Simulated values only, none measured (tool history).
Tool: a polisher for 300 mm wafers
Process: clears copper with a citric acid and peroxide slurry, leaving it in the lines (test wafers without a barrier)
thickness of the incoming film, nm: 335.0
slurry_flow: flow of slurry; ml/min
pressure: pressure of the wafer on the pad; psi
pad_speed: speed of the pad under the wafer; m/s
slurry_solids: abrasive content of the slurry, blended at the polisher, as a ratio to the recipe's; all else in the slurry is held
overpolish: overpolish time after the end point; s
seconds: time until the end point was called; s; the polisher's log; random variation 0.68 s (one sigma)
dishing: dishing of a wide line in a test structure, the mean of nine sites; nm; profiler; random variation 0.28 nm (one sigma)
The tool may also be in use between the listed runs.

Run 1, hour 0.0: slurry_flow 120 ml/min, pressure 3.7 psi, pad_speed 0.98 m/s, slurry_solids 1.00, overpolish 10 s. Result: seconds 123.440 s, dishing 20.517 nm.
Run 2, hour 2.0: slurry_flow 120 ml/min, pressure 3.7 psi, pad_speed 1.16 m/s, slurry_solids 1.00, overpolish 10 s. Result: seconds 105.460 s, dishing 24.403 nm.
Run 3, hour 7.8: slurry_flow 120 ml/min, pressure 3.7 psi, pad_speed 1.16 m/s, slurry_solids 1.00, overpolish 7 s. Result: seconds 106.280 s, dishing 17.112 nm.
Run 4, hour 13.3: slurry_flow 120 ml/min, pressure 3.7 psi, pad_speed 1.02 m/s, slurry_solids 1.00, overpolish 7 s. Result: seconds 118.440 s, dishing 15.053 nm.
Run 5, hour 14.1: slurry_flow 120 ml/min, pressure 3.7 psi, pad_speed 1.02 m/s, slurry_solids 0.80, overpolish 7 s. Result: seconds 124.830 s, dishing 14.838 nm.
Run 6, hour 20.8: slurry_flow 140 ml/min, pressure 3.7 psi, pad_speed 1.02 m/s, slurry_solids 0.80, overpolish 7 s. Result: seconds 122.290 s, dishing 15.257 nm.
Run 7, hour 23.2: slurry_flow 145 ml/min, pressure 4.4 psi, pad_speed 1.04 m/s, slurry_solids 0.85, overpolish 6 s. Result: seconds 100.420 s, dishing 15.393 nm.
Run 8, hour 24.2: slurry_flow 145 ml/min, pressure 4.8 psi, pad_speed 1.08 m/s, slurry_solids 0.85, overpolish 6 s. Result: seconds 92.567 s, dishing 17.338 nm.
Run 9, hour 25.7: slurry_flow 175 ml/min, pressure 5.8 psi, pad_speed 1.32 m/s, slurry_solids 0.90, overpolish 3 s. Result: seconds 61.943 s, dishing 13.158 nm.
Run 10, hour 31.7: slurry_flow 145 ml/min, pressure 5.5 psi, pad_speed 1.40 m/s, slurry_solids 0.85, overpolish 6 s. Result: seconds 63.428 s, dishing 24.467 nm.
Run 11, hour 38.5: slurry_flow 155 ml/min, pressure 5.5 psi, pad_speed 1.40 m/s, slurry_solids 0.85, overpolish 6 s. Result: seconds 61.991 s, dishing 24.659 nm.
Run 12, hour 44.1: slurry_flow 155 ml/min, pressure 5.5 psi, pad_speed 1.40 m/s, slurry_solids 0.85, overpolish 6 s. Result: seconds 63.995 s, dishing 23.720 nm.
Run 13, hour 47.9: slurry_flow 160 ml/min, pressure 5.5 psi, pad_speed 1.40 m/s, slurry_solids 0.90, overpolish 6 s. Result: seconds 61.795 s, dishing 25.359 nm.
Run 14, hour 52.2: slurry_flow 160 ml/min, pressure 5.5 psi, pad_speed 1.38 m/s, slurry_solids 0.90, overpolish 6 s. Result: seconds 62.344 s, dishing 24.508 nm.
Run 15, hour 60.2: slurry_flow 160 ml/min, pressure 5.5 psi, pad_speed 1.38 m/s, slurry_solids 0.90, overpolish 4 s. Result: seconds 62.844 s, dishing 16.716 nm.
Run 16, hour 62.9: slurry_flow 155 ml/min, pressure 5.6 psi, pad_speed 1.40 m/s, slurry_solids 0.85, overpolish 4 s. Result: seconds 61.735 s, dishing 17.059 nm.
Run 17, hour 66.5: slurry_flow 155 ml/min, pressure 5.5 psi, pad_speed 1.42 m/s, slurry_solids 0.85, overpolish 4 s. Result: seconds 62.104 s, dishing 16.931 nm.
Run 18, hour 68.7: slurry_flow 150 ml/min, pressure 5.5 psi, pad_speed 1.44 m/s, slurry_solids 0.85, overpolish 4 s. Result: seconds 61.772 s, dishing 17.159 nm.

The next listed run, before its measurement:
Run 19, hour 69.4: slurry_flow 145 ml/min, pressure 5.5 psi, pad_speed 1.44 m/s, slurry_solids 0.80, overpolish 4 s. Result: seconds ?, dishing ?.

seconds: 62.733 s
dishing: 16.737 nm
